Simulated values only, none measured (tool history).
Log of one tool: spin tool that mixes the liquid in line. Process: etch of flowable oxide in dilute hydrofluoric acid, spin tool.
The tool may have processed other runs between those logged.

run	hour	temperature setpoint of the liquid (C)	parts of water to one part of 49 % hydrofluoric acid (parts by volume)	time under the liquid (s)	thickness taken off the flowable oxide on a monitor wafer (angstrom)
1	0.0	23.0	85	45	185.44
2	7.0	25.0	80	45	215.81
3	14.1	28.5	80	45	247.60
4	22.0	26.0	80	45	223.58
5	31.0	26.0	80	45	225.22
6	35.4	27.0	75	45	251.53
7	40.4	28.0	70	45	281.56
8	45.1	28.5	65	45	310.09
9	53.6	29.0	65	45	317.50
10	61.9	29.5	65	45	324.82

Run 11 comes next. What will it give?
11	64.2	30.0	65	45	?

{"run 11": {"thickness taken off the flowable oxide on a monitor wafer (angstrom)": 330.31}}

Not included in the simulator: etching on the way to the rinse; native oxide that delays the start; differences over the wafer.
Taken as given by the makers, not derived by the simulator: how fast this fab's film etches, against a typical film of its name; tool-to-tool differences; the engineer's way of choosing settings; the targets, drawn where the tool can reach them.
